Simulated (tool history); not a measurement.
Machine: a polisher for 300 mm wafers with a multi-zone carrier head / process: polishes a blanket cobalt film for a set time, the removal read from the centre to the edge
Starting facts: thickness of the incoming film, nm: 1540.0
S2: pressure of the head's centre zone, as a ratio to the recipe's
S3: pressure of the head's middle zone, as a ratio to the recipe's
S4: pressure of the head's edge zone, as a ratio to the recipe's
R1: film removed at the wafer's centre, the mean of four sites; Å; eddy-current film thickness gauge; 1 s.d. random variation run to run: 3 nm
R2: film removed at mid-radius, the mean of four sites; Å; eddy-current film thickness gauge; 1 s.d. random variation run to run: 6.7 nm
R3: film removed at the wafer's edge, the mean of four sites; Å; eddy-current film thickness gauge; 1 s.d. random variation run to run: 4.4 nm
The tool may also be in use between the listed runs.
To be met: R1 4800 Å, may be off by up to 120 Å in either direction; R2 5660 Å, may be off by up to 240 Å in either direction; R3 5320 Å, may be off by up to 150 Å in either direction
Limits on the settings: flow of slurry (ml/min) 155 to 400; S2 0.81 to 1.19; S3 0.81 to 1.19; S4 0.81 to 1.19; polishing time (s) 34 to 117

Run 1, hour 0: flow of slurry (ml/min) 255, S2 1, S3 1, S4 1, polishing time (s) 75. Result: R1 3452.9 Å, R2 3513.8 Å, R3 3503.4 Å.
Run 2, hour 1.7: flow of slurry (ml/min) 255, S2 1, S3 1.02, S4 1.02, polishing time (s) 78. Result: R1 3606.2 Å, R2 3651.7 Å, R3 3724.5 Å.
Run 3, hour 5: flow of slurry (ml/min) 255, S2 1.03, S3 1.02, S4 1.02, polishing time (s) 78. Result: R1 3723.1 Å, R2 3663.5 Å, R3 3694.4 Å.
Run 4, hour 11.9: flow of slurry (ml/min) 255, S2 1.08, S3 1.02, S4 1.02, polishing time (s) 78. Result: R1 3875.2 Å, R2 3646.5 Å, R3 3699.5 Å.
Run 5, hour 20.8: flow of slurry (ml/min) 260, S2 1.07, S3 1.04, S4 1.03, polishing time (s) 80. Result: R1 3992.9 Å, R2 3803.5 Å, R3 3840.7 Å.
Run 6, hour 26.4: flow of slurry (ml/min) 260, S2 1, S3 1.04, S4 1.03, polishing time (s) 80. Result: R1 3685.8 Å, R2 3817.5 Å, R3 3839.6 Å.
Run 7, hour 29.6: flow of slurry (ml/min) 265, S2 1, S3 1.06, S4 1.03, polishing time (s) 82. Result: R1 3783.6 Å, R2 4075.6 Å, R3 3979.3 Å.
Run 8, hour 30.2: flow of slurry (ml/min) 275, S2 1, S3 1.07, S4 1.04, polishing time (s) 83. Result: R1 3855.8 Å, R2 4079.7 Å, R3 3985.8 Å.
At hour 37.4: slurry nozzle cleaned.
Run 9, hour 37.4: flow of slurry (ml/min) 270, S2 1, S3 1.08, S4 1.04, polishing time (s) 85. Result: R1 4150.5 Å, R2 4434.7 Å, R3 4228 Å.
Run 10, hour 43.1: flow of slurry (ml/min) 270, S2 0.99, S3 1.09, S4 1.05, polishing time (s) 86. Result: R1 4210.6 Å, R2 4560.7 Å, R3 4272 Å.
Run 11, hour 51.2: flow of slurry (ml/min) 290, S2 0.91, S3 1.12, S4 1.15, polishing time (s) 101. Result: R1 4471.8 Å, R2 5446.6 Å, R3 5257.3 Å.

Consider the 5 candidate settings below. Which is the only one whose results all fall within their allowed miss of target?
Run A, hour 59.3: flow of slurry (ml/min) 310, S2 1.01, S3 1.08, S4 1.16, polishing time (s) 100. Result: R1 ?, R2 ?, R3 ?.
Run B, hour 59.3: flow of slurry (ml/min) 270, S2 0.9, S3 1.06, S4 1.1, polishing time (s) 109. Result: R1 ?, R2 ?, R3 ?.
Run C, hour 59.3: flow of slurry (ml/min) 250, S2 0.9, S3 1.19, S4 1.19, polishing time (s) 103. Result: R1 ?, R2 ?, R3 ?.
Run D, hour 59.3: flow of slurry (ml/min) 235, S2 0.94, S3 1.13, S4 1.09, polishing time (s) 105. Result: R1 ?, R2 ?, R3 ?.
Run E, hour 59.3: flow of slurry (ml/min) 275, S2 0.99, S3 1.03, S4 1.16, polishing time (s) 102. Result: R1 ?, R2 ?, R3 ?.

move      R1      R2      R3
   A    5005  5334.8  5305.4
   B  4795.6  5662.3  5581.1
   C  4502.3  5869.4    5455
   D  4763.8  5689.9  5297.4
   E  4947.7  5176.1  5375.2
A: the result that was furthest off in the last run now lies on the other side of its target
B: puts the biggest miss on target and leaves a different result outside tolerance
C: gains on the last run, yet a result remains outside its allowed miss
D: every result within its allowed miss
E: the result that was furthest off in the last run now lies on the other side of its target
D is the move that brings every result within its allowed miss.

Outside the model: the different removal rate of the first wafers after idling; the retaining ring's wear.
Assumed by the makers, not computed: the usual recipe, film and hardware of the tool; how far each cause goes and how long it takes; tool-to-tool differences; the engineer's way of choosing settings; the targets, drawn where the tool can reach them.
